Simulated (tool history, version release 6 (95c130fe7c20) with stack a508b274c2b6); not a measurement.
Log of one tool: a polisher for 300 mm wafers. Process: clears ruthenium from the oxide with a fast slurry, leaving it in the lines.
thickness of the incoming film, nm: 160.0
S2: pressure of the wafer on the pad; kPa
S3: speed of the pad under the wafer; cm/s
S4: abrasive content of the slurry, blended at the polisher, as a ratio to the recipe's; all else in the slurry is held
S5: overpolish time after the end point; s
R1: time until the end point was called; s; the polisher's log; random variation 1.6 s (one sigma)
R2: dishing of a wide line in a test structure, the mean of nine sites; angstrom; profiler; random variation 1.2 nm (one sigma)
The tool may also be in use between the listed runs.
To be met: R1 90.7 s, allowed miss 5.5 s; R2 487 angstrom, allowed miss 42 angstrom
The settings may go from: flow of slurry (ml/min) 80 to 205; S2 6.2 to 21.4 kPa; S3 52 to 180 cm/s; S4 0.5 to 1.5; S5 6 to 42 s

{"run": 1, "day": 0.0, "flow of slurry (ml/min)": 135, "S2": 13.8, "S3": 116, "S4": 1, "S5": 21, "R1": 53.441, "R2": 434.68}
{"run": 2, "day": 0.288, "flow of slurry (ml/min)": 135, "S2": 13.8, "S3": 116, "S4": 1, "S5": 28, "R1": 55.268, "R2": 583.15}
{"run": 3, "day": 0.4, "flow of slurry (ml/min)": 135, "S2": 12.4, "S3": 114, "S4": 1, "S5": 29, "R1": 61.057, "R2": 507.22}
{"run": 4, "day": 0.704, "flow of slurry (ml/min)": 135, "S2": 12.4, "S3": 114, "S4": 1.15, "S5": 29, "R1": 56.054, "R2": 547.36}
{"run": 5, "day": 1.067, "flow of slurry (ml/min)": 135, "S2": 9, "S3": 114, "S4": 1.15, "S5": 29, "R1": 72.676, "R2": 460.98}
{"run": 6, "day": 1.108, "flow of slurry (ml/min)": 135, "S2": 9, "S3": 114, "S4": 1.1, "S5": 29, "R1": 72.561, "R2": 454.04}
{"run": 7, "day": 1.417, "flow of slurry (ml/min)": 135, "S2": 8.3, "S3": 114, "S4": 1.1, "S5": 31, "R1": 76.854, "R2": 458.52}
{"run": 8, "day": 1.75, "flow of slurry (ml/min)": 135, "S2": 7.6, "S3": 114, "S4": 1.1, "S5": 32, "R1": 82.86, "R2": 430.46}
{"run": 9, "day": 1.938, "flow of slurry (ml/min)": 135, "S2": 7.6, "S3": 114, "S4": 1.1, "S5": 34, "R1": 82.942, "R2": 464.13}
{"run": 10, "day": 2.279, "flow of slurry (ml/min)": 135, "S2": 7.6, "S3": 114, "S4": 1.1, "S5": 35, "R1": 84.99, "R2": 478.75}

Which of these 5 next moves meets every target?
{"run": "A", "day": 2.621, "flow of slurry (ml/min)": 150, "S2": 8.3, "S3": 114, "S4": 1.1, "S5": 35, "R1": "?", "R2": "?"}
{"run": "B", "day": 2.621, "flow of slurry (ml/min)": 150, "S2": 9, "S3": 96, "S4": 1.45, "S5": 32, "R1": "?", "R2": "?"}
{"run": "C", "day": 2.621, "flow of slurry (ml/min)": 115, "S2": 7.6, "S3": 130, "S4": 1.2, "S5": 38, "R1": "?", "R2": "?"}
{"run": "D", "day": 2.621, "flow of slurry (ml/min)": 150, "S2": 9, "S3": 96, "S4": 0.95, "S5": 39, "R1": "?", "R2": "?"}
{"run": "E", "day": 2.621, "flow of slurry (ml/min)": 145, "S2": 9.7, "S3": 110, "S4": 1.15, "S5": 28, "R1": "?", "R2": "?"}

move=A R1=77.665 R2=475.37
move=B R1=77.702 R2=440.42
move=C R1=73.122 R2=535.07
move=D R1=91.869 R2=451.95
move=E R1=70.566 R2=426.61
A: further off than the last run
B: further off than the last run
C: further off than the last run
D: meets every target
E: further off than the last run
The right move is D.

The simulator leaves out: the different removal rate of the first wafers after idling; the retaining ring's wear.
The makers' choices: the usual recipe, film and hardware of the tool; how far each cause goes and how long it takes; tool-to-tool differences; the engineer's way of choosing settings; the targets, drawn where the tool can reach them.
